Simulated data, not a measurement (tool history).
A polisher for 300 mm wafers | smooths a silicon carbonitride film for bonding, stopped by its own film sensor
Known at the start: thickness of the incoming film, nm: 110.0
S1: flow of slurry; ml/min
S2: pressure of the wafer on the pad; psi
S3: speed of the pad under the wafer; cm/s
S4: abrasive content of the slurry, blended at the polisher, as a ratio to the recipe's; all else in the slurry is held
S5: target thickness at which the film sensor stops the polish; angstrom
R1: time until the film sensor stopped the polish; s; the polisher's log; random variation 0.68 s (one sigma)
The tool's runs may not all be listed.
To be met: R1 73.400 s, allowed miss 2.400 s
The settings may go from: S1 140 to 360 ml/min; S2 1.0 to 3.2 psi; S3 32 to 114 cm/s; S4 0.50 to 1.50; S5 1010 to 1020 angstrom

| run | hour | S1 | S2 | S3 | S4 | S5 | R1 |
|---|---|---|---|---|---|---|---|
| 1 | 0.0 | 230 | 2.1 | 72 | 1.00 | 1010 | 48.673 |
| 2 | 2.0 | 230 | 2.1 | 82 | 1.00 | 1010 | 45.593 |
| 3 | 9.3 | 195 | 2.1 | 82 | 1.00 | 1010 | 45.621 |
| 4 | 18.3 | 195 | 2.1 | 82 | 1.00 | 1010 | 45.778 |
| 5 | 25.1 | 195 | 1.9 | 82 | 1.00 | 1010 | 50.613 |
| 6 | 31.5 | 195 | 1.8 | 82 | 1.00 | 1010 | 53.219 |
| 7 | 39.2 | 195 | 1.7 | 82 | 1.00 | 1010 | 56.991 |
| 8 | 45.8 | 195 | 1.6 | 82 | 1.00 | 1010 | 59.127 |
| 9 | 49.4 | 195 | 1.5 | 82 | 1.00 | 1010 | 63.774 |
| 10 | 54.3 | 195 | 1.4 | 82 | 1.00 | 1010 | 66.836 |

Which of these 4 next moves meets every target?
| A | 59.2 | 215 | 1.3 | 72 | 1.00 | 1010 | ? |
| B | 59.2 | 165 | 1.3 | 82 | 0.90 | 1010 | ? |
| C | 59.2 | 190 | 1.2 | 78 | 0.95 | 1020 | ? |
| D | 59.2 | 170 | 1.4 | 88 | 0.95 | 1010 | ? |

| move | R1 |
|---|---|
| A | 78.007 |
| B | 77.801 |
| C | 73.778 |
| D | 66.873 |
A: takes the result that was furthest off past its target
B: takes the result that was furthest off past its target
C: meets every target
D: as far off as the last run
Move C is the one to make.

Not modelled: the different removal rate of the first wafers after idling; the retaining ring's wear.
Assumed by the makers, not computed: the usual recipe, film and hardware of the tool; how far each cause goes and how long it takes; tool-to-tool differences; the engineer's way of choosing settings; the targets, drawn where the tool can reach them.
